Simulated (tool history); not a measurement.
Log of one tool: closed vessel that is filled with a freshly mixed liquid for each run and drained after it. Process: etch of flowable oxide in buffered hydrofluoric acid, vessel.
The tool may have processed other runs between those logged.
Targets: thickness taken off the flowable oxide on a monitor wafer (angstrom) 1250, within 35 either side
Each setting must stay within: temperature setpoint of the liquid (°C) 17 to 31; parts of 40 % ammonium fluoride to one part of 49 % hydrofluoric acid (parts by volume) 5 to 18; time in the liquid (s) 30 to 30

| run | hour | temperature setpoint of the liquid (°C) | parts of 40 % ammonium fluoride to one part of 49 % hydrofluoric acid (parts by volume) | time in the liquid (s) | thickness taken off the flowable oxide on a monitor wafer (angstrom) |
|---|---|---|---|---|---|
| 1 | 0 | 23 | 11 | 30 | 584.97 |
| 2 | 4.3 | 24.5 | 10 | 30 | 687.74 |
| 3 | 10.1 | 26 | 9.5 | 30 | 778.21 |
| 4 | 12.1 | 27 | 9 | 30 | 870.4 |
| 5 | 16.5 | 27 | 11 | 30 | 716.72 |
| 6 | 19.4 | 28 | 10 | 30 | 830.66 |
| 7 | 26.2 | 28.5 | 9.5 | 30 | 906.84 |
| 8 | 32.3 | 29 | 9 | 30 | 982.38 |
|  | 38.6 | hydrofluoric acid flow meter replaced |
| 9 | 38.6 | 29.5 | 8.5 | 30 | 1152.8 |
| 10 | 41.6 | 30 | 8.5 | 30 | 1168.2 |
| 11 | 50.4 | 30.5 | 8.5 | 30 | 1208.8 |

Below are 4 possible settings for the next run. Only one of them brings all results inside the allowed miss of their targets. Which is it?
| A | 59.2 | 30 | 8 | 30 | ? |
| B | 59.2 | 30 | 8.5 | 30 | ? |
| C | 59.2 | 31 | 8 | 30 | ? |
| D | 59.2 | 31 | 9 | 30 | ? |

| move | thickness taken off the flowable oxide on a monitor wafer (angstrom) |
|---|---|
| A | 1258.6 |
| B | 1178.7 |
| C | 1326.1 |
| D | 1167.3 |
A: every result lands within tolerance
B: the biggest miss grows against the last run
C: takes the result that was furthest off past its target
D: the biggest miss grows against the last run
Go with A: it meets all targets.

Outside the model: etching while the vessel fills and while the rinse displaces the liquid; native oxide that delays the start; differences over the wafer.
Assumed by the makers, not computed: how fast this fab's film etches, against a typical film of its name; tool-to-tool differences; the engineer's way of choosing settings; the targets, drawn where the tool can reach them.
